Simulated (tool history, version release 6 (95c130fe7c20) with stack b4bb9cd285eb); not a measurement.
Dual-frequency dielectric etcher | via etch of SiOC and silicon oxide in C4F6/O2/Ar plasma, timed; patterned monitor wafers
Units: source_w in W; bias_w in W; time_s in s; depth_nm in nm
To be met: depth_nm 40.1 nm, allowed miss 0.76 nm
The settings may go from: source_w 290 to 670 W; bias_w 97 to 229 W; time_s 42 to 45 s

run	hour	source_w	bias_w	time_s	depth_nm
1	0	480	163	45	46.297
2	5.1	480	181	45	49.001
3	10.3	420	181	45	46.368
4	11.9	420	210	45	49.712
5	17.1	420	210	42	46.296
# hour 20.1: source power generator calibrated
6	20.1	420	210	42	47.097
7	28.6	390	203	42	44.876
8	35	370	200	42	43.639
9	43.7	290	190	42	38.174
10	45.1	300	190	42	38.511
11	46.1	310	190	42	39.156

Which of these 4 next moves meets every target?
A	47.1	290	182	42.5	?
B	47.1	290	179	44	?
C	47.1	290	191	42.5	?
D	47.1	310	183	44	?

move	depth_nm
A	37.733
B	38.737
C	38.659
D	40.372
A: further off than the last run
B: further off than the last run
C: further off than the last run
D: meets every target
Answer: D

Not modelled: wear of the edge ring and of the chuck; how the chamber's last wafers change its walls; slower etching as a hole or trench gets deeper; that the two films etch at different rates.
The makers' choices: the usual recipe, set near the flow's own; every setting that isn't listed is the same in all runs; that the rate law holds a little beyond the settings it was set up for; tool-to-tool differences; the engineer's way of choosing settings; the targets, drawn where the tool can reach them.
